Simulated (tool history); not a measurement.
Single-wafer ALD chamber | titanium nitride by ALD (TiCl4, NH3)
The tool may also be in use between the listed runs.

run  hour  heater temperature setpoint (K)  number of ALD cycles (cycles)  NH3 pulse time (s)  mean film thickness on the monitor wafer (angstrom)
  1   0.0                           668.15                             36                1.44                                               8.3832
  2   2.7                           665.15                             36                1.32                                               8.2726
  3  10.6                           662.15                             36                1.21                                               8.1381
  4  14.4                           662.15                             36                1.00                                               7.9292
  5  16.8                           662.15                             36                0.96                                               7.8725
  6  18.7                           662.15                             36                0.93                                               7.8331
  7  27.1                           662.15                             36                0.91                                               7.8043
  8  35.1                           662.15                             36                0.89                                               7.7890
  9  37.9                           662.15                             36                0.87                                               7.7278
 10  39.4                           659.15                             34                0.67                                               6.6036
 11  44.7                           659.15                             34                0.67                                               6.5921
 12  51.9                           661.15                             34                0.67                                               6.6531
 13  56.9                           661.15                             35                0.68                                               6.8837
 14  64.1                           661.15                             35                0.69                                               6.9249

Forecast run 15:
 15  66.7                           661.15                             35                0.70                                                    ?

mean film thickness on the monitor wafer (angstrom): 7.0092

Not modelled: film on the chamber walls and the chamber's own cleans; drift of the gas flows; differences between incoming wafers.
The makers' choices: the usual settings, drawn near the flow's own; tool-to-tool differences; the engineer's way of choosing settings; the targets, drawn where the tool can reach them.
